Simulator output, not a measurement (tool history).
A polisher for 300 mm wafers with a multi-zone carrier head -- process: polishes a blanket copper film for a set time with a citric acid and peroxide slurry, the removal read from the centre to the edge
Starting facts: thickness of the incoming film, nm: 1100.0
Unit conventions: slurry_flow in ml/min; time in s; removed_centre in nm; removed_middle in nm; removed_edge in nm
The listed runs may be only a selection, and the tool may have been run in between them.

run 1 hour=0 | slurry_flow=130 centre_zone=1 middle_zone=1 edge_zone=1 slurry_solids=1 time=33 | removed_centre=70.194 removed_middle=68.926 removed_edge=69.576
run 2 hour=5.4 | slurry_flow=130 centre_zone=1 middle_zone=1 edge_zone=1 slurry_solids=0.9 time=33 | removed_centre=66.893 removed_middle=66.788 removed_edge=67.266
run 3 hour=7.7 | slurry_flow=130 centre_zone=1 middle_zone=1 edge_zone=1.07 slurry_solids=0.9 time=33 | removed_centre=66.825 removed_middle=66.514 removed_edge=70.664
run 4 hour=12.4 | slurry_flow=100 centre_zone=1 middle_zone=1 edge_zone=1.07 slurry_solids=0.9 time=33 | removed_centre=64.198 removed_middle=65.618 removed_edge=67.486
run 5 hour=14.9 | slurry_flow=100 centre_zone=1 middle_zone=1 edge_zone=1.07 slurry_solids=1.05 time=33 | removed_centre=66.242 removed_middle=67.592 removed_edge=70.461
run 6 hour=19.7 | slurry_flow=100 centre_zone=0.99 middle_zone=0.97 edge_zone=1.07 slurry_solids=1 time=33 | removed_centre=64.768 removed_middle=65.968 removed_edge=68.761
run 7 hour=26.9 | slurry_flow=105 centre_zone=0.99 middle_zone=0.95 edge_zone=1.09 slurry_solids=0.95 time=33 | removed_centre=65.469 removed_middle=63.782 removed_edge=71.122
run 8 hour=34.4 | slurry_flow=105 centre_zone=0.98 middle_zone=0.93 edge_zone=1.08 slurry_solids=0.9 time=33 | removed_centre=64.492 removed_middle=61.715 removed_edge=68.645
run 9 hour=40.3 | slurry_flow=105 centre_zone=0.97 middle_zone=0.91 edge_zone=1.08 slurry_solids=0.85 time=33 | removed_centre=62.401 removed_middle=60.189 removed_edge=67.332

Run 10, settings as shown, results not yet in. Your forecast:
run 10 hour=46.8 | slurry_flow=105 centre_zone=0.96 middle_zone=0.89 edge_zone=1.08 slurry_solids=0.85 time=33 | removed_centre=? removed_middle=? removed_edge=?

{"run 10": {"removed_centre": 61.679, "removed_middle": 60.398, "removed_edge": 68.112}}

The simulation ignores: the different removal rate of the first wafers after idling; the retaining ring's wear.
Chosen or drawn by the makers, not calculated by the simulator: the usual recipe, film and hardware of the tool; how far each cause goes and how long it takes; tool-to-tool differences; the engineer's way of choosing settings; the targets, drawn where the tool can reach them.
